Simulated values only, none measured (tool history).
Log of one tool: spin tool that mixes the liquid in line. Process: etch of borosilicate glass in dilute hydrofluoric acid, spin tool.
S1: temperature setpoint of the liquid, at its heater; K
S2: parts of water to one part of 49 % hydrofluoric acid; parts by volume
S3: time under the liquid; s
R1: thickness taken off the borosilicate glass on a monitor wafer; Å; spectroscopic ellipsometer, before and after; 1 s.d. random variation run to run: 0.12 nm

run,hour,S1,S2,S3,R1
1,0.0,298.15,250,160,150.55
2,4.9,298.15,250,175,166.14
3,13.0,299.15,240,175,181.10
4,19.2,296.15,240,175,162.76
5,21.0,296.15,165,175,255.09
6,22.7,296.65,165,175,260.33
7,26.3,297.15,165,175,267.19
8,31.4,297.65,165,175,269.26

Estimate the outcome of run 9 from the log above:
9,39.4,298.15,165,175,?

Run 9 yielded R1 276.65 Å.
